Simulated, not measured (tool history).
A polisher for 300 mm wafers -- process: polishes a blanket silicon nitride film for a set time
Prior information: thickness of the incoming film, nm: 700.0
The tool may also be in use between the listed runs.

run	hour	flow of slurry (ml/min)	pressure of the wafer on the pad (kPa)	speed of the pad under the wafer (cm/s)	polishing time (s)	film removed (angstrom)
1	0.0	150	27.6	116	82	1496.2
2	4.8	150	27.6	106	82	1358.9
3	7.1	145	26.2	102	82	1269.0
4	14.3	125	26.2	102	82	1236.9
5	22.5	125	22.1	102	82	1044.9
6	30.8	125	22.1	116	82	1170.1
7	37.2	125	21.4	112	82	1099.9

Forecast run 8:
8	38.5	125	20.7	108	82	?

{"run 8": {"film removed (angstrom)": 1043.1}}

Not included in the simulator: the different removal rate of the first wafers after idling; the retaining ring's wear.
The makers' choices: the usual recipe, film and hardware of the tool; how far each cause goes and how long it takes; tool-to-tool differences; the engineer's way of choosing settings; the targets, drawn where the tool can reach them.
